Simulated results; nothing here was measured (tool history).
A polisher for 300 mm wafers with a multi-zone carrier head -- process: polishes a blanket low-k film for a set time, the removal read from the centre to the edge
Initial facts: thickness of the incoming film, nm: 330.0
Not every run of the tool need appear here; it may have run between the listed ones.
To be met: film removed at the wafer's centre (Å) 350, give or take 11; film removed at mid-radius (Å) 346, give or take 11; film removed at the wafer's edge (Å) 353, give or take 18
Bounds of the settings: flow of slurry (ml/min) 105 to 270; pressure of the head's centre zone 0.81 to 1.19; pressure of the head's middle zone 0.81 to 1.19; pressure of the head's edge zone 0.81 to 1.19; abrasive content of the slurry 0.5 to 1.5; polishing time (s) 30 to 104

| run | hour | flow of slurry (ml/min) | pressure of the head's centre zone | pressure of the head's middle zone | pressure of the head's edge zone | abrasive content of the slurry | polishing time (s) | film removed at the wafer's centre (Å) | film removed at mid-radius (Å) | film removed at the wafer's edge (Å) |
|---|---|---|---|---|---|---|---|---|---|---|
| 1 | 0 | 175 | 1 | 1 | 1 | 1 | 67 | 302.51 | 306.79 | 307.24 |
| 2 | 4.8 | 150 | 1 | 1 | 1 | 1 | 67 | 299.02 | 298.3 | 295.52 |
| 3 | 13 | 150 | 1 | 1 | 1 | 1 | 73 | 324.17 | 323.4 | 323.92 |
| 4 | 19.1 | 150 | 0.94 | 1 | 1 | 1 | 73 | 309.21 | 322.33 | 318.97 |
| 5 | 19.6 | 165 | 0.96 | 1 | 1 | 1 | 73 | 317.54 | 329.55 | 338.31 |
| 6 | 26.3 | 165 | 0.96 | 1 | 1 | 1 | 62 | 268.01 | 279.57 | 282.97 |
| 7 | 33.4 | 185 | 1 | 1.01 | 1.02 | 1.05 | 62 | 287.01 | 290.02 | 287.91 |
| 8 | 41.5 | 200 | 1 | 1 | 1.02 | 1.15 | 63 | 306.44 | 306.3 | 307.34 |
| 9 | 48.2 | 210 | 1 | 1 | 1.04 | 1.2 | 63 | 309.19 | 306.66 | 306.2 |
| 10 | 54.5 | 215 | 0.99 | 0.99 | 1.04 | 1.25 | 64 | 322.96 | 314.22 | 323 |
| 11 | 61.2 | 220 | 0.98 | 1 | 1.04 | 1.3 | 64 | 324.24 | 330.21 | 323.82 |
| 12 | 63.7 | 220 | 0.98 | 0.99 | 1.05 | 1.35 | 64 | 325.58 | 325.23 | 324.85 |
| 13 | 69.3 | 225 | 0.98 | 0.99 | 1.06 | 1.4 | 65 | 335.22 | 334.32 | 341.23 |
| 14 | 77 | 230 | 0.98 | 0.99 | 1.06 | 1.4 | 65 | 329.94 | 342.15 | 339.7 |

Exercise: of the 5 proposed moves below, exactly one satisfies all targets within the stated allowed misses. Which move is it?
| A | 84.7 | 255 | 0.89 | 1.09 | 1.08 | 1.4 | 61 | ? | ? | ? |
| B | 84.7 | 270 | 1.03 | 1.05 | 0.88 | 1.3 | 65 | ? | ? | ? |
| C | 84.7 | 260 | 0.99 | 0.99 | 1.05 | 1.45 | 65 | ? | ? | ? |
| D | 84.7 | 215 | 1.1 | 1.09 | 0.98 | 1.2 | 65 | ? | ? | ? |
| E | 84.7 | 230 | 0.99 | 1.09 | 0.94 | 1.5 | 61 | ? | ? | ? |

| move | film removed at the wafer's centre (Å) | film removed at mid-radius (Å) | film removed at the wafer's edge (Å) |
|---|---|---|---|
| A | 296.99 | 349.47 | 332.77 |
| B | 349.65 | 354.47 | 316.56 |
| C | 348.71 | 347.51 | 354.62 |
| D | 349.38 | 347.33 | 317.52 |
| E | 325.84 | 352.69 | 315.45 |
A: further off than the last run
B: brings the result that was furthest off to its target, and leaves another outside
C: in spec on every target
D: brings the result that was furthest off to its target, and leaves another outside
E: further off than the last run
Go with C: it meets all targets.
